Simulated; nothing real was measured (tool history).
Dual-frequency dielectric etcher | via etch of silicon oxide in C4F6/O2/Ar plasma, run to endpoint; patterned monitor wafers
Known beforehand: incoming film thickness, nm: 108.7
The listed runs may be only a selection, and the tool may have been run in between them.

run  hour  bias power (kW)  source power (kW)  Ar flow (sccm)  endpoint time (s)
  1     0            0.465               0.45             374             24.152
  2   4.9            0.399               0.45             374             25.905
  3  13.7             0.43               0.46             373             24.995
  4  21.4             0.43                0.4             373             26.082
  5  27.4            0.373                0.4             373              27.85
  6  28.1            0.373                0.4             408             27.991
  7  36.8            0.418               0.41             406             26.512
  8  40.3            0.453               0.42             405             25.378
     49.1  -- source power generator calibrated
  9  49.1             0.48               0.43             404             24.999

What does the tool deliver on the next run?
 10  57.7            0.508               0.44             402                  ?

Run 10 measured endpoint time (s) 24.162.
